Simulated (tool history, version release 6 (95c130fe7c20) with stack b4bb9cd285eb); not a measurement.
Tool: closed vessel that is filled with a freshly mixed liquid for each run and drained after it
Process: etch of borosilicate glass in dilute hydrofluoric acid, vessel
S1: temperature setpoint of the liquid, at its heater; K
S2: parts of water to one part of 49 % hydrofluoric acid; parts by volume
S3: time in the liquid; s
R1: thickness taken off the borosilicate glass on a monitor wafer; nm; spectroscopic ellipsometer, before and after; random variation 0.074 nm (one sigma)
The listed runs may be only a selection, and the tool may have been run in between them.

| run | hour | S1 | S2 | S3 | R1 |
|---|---|---|---|---|---|
| 1 | 0 | 295.15 | 105 | 30 | 6.5111 |
| 2 | 4.7 | 295.15 | 105 | 30 | 6.4199 |
| 3 | 8.7 | 295.15 | 105 | 30 | 6.4716 |
| 4 | 14 | 295.15 | 120 | 30 | 5.5905 |
| 5 | 17.5 | 293.15 | 120 | 30 | 5.1944 |
| 6 | 26.3 | 293.15 | 120 | 30 | 5.1687 |
| 7 | 27.3 | 295.15 | 110 | 30 | 6.1581 |
| 8 | 35.5 | 296.65 | 105 | 30 | 6.9507 |
| 9 | 40.3 | 297.65 | 100 | 30 | 7.6088 |

Expected results for the next run?
| 10 | 46.7 | 298.65 | 95 | 30 | ? |

R1: 8.3879 nm
